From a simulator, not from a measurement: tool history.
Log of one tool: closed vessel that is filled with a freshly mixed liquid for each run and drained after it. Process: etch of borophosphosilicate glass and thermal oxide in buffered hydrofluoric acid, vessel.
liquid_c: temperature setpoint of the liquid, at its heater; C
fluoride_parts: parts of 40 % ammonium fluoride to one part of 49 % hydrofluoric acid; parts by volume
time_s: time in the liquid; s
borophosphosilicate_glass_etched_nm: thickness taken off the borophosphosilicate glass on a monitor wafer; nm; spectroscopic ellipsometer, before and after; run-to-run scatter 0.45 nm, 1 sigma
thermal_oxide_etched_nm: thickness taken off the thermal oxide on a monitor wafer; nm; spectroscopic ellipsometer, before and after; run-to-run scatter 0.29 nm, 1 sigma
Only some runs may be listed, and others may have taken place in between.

| run | hour | liquid_c | fluoride_parts | time_s | borophosphosilicate_glass_etched_nm | thermal_oxide_etched_nm |
|---|---|---|---|---|---|---|
| 1 | 0.0 | 23.0 | 8.5 | 60 | 98.031 | 72.689 |
| 2 | 1.7 | 23.0 | 8.5 | 85 | 139.350 | 103.130 |
| 3 | 4.3 | 21.5 | 9.0 | 85 | 120.110 | 89.447 |
| 4 | 10.1 | 25.0 | 9.0 | 85 | 145.720 | 107.810 |
| 5 | 16.4 | 23.5 | 9.5 | 85 | 130.700 | 96.194 |
| 6 | 17.4 | 23.5 | 9.5 | 105 | 160.360 | 118.620 |

What will run 7 give?
| 7 | 19.7 | 22.0 | 10.0 | 105 | ? | ? |

{"run 7": {"borophosphosilicate_glass_etched_nm": 145.17, "thermal_oxide_etched_nm": 106.32}}
